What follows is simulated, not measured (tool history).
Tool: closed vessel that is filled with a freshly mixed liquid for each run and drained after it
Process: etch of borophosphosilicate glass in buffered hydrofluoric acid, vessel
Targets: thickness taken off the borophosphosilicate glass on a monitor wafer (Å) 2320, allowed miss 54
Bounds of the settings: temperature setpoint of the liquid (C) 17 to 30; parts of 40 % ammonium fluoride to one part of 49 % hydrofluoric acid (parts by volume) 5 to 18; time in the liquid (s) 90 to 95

| run | hour | temperature setpoint of the liquid (C) | parts of 40 % ammonium fluoride to one part of 49 % hydrofluoric acid (parts by volume) | time in the liquid (s) | thickness taken off the borophosphosilicate glass on a monitor wafer (Å) |
|---|---|---|---|---|---|
| 1 | 0 | 22 | 11 | 90 | 1648.5 |
| 2 | 2.5 | 24.5 | 11 | 90 | 1894 |
| 3 | 9.6 | 27.5 | 11 | 90 | 2221.9 |
| 4 | 15.9 | 27.5 | 13.5 | 90 | 1838.1 |
| 5 | 19.8 | 28 | 13 | 90 | 1923.8 |
| 6 | 28 | 28.5 | 12.5 | 90 | 2058.3 |
| 7 | 35.7 | 29 | 12.5 | 90 | 2113.6 |
| 8 | 38.9 | 29.5 | 12 | 90 | 2248.7 |

5 next moves are on the table. One of them brings every result within its allowed miss. Which?
| A | 42.1 | 29 | 12 | 95 | ? |
| B | 42.1 | 29.5 | 12.5 | 90 | ? |
| C | 42.1 | 29 | 12 | 90 | ? |
| D | 42.1 | 28.5 | 12.5 | 95 | ? |
| E | 42.1 | 30 | 13 | 90 | ? |

| move | thickness taken off the borophosphosilicate glass on a monitor wafer (Å) |
|---|---|
| A | 2324.8 |
| B | 2172 |
| C | 2202.5 |
| D | 2175.7 |
| E | 2145.1 |
A: meets every target
B: further off than the last run
C: further off than the last run
D: further off than the last run
E: further off than the last run
Answer: A

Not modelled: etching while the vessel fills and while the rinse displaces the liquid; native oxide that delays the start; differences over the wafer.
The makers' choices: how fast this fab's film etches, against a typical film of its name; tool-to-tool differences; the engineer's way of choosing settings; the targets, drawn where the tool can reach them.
